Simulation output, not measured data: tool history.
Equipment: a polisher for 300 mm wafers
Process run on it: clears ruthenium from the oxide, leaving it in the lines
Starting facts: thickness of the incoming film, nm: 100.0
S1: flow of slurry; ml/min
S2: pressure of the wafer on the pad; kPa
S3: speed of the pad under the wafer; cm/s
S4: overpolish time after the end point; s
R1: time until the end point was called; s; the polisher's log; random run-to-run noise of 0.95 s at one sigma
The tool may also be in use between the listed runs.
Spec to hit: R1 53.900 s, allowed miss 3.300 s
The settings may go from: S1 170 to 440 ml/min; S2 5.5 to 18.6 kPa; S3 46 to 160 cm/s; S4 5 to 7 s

run	hour	S1	S2	S3	S4	R1
1	0.0	280	11.7	102	7	83.577
2	6.3	280	11.7	102	5	82.183
3	14.7	280	11.7	78	5	108.090
4	15.5	310	11.7	78	5	108.650
5	24.5	310	11.7	56	5	145.870
6	30.9	310	12.4	62	5	124.510
7	33.3	310	13.1	66	5	110.870
8	40.8	310	13.8	68	5	105.040
9	49.0	310	14.5	72	5	94.726
10	57.4	310	15.2	76	5	86.716
11	61.3	310	15.2	76	5	87.715
12	63.5	310	15.9	80	5	79.396
13	72.2	310	16.5	82	5	72.160
14	73.4	310	16.5	84	5	72.590
15	81.6	310	16.5	86	5	70.374
16	88.5	310	16.5	88	5	69.304
17	89.8	310	16.5	88	5	68.202
18	98.0	310	16.5	90	5	68.147

Exercise: of the 4 proposed moves below, exactly one satisfies all targets within the stated allowed misses. Which move is it?
A	106.2	410	15.2	104	5	?
B	106.2	355	15.2	98	5	?
C	106.2	285	17.2	92	5	?
D	106.2	225	18.6	102	6	?

move	R1
A	62.406
B	66.819
C	63.953
D	55.195
A: closer than the last run, but not yet in spec
B: closer than the last run, but not yet in spec
C: closer than the last run, but not yet in spec
D: all results land within tolerance of their targets
The right move is D.
